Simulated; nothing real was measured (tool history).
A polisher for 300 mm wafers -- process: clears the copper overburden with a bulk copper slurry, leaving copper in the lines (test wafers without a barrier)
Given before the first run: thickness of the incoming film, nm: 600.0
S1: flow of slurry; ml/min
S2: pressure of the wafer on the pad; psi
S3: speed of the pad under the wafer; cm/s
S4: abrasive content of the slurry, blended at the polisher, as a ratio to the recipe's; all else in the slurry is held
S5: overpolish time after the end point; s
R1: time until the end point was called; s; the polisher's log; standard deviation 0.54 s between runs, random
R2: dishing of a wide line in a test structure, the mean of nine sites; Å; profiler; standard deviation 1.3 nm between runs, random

run  hour   S1   S2   S3   S4  S5      R1      R2
  1   0.0  150  3.1  136  1.0  12  44.030  796.07
  2   6.2  150  3.1  150  1.0  12  38.962  817.55
  3  10.4  150  3.2  154  1.0  11  36.003  795.53
  4  16.3  150  3.3  156  1.0  10  35.739  796.04
  5  23.8  150  3.3  164  1.0   9  35.007  726.50
  6  29.2  150  3.4  168  1.0   8  32.560  714.09
  7  32.6  150  3.5  170  1.0   7  31.117  675.67

The next listed run, before its measurement:
  8  38.1  150  3.6  170  1.0   7   ?   ?

Run 8 measured R1 29.537 s, R2 698.72 Å.

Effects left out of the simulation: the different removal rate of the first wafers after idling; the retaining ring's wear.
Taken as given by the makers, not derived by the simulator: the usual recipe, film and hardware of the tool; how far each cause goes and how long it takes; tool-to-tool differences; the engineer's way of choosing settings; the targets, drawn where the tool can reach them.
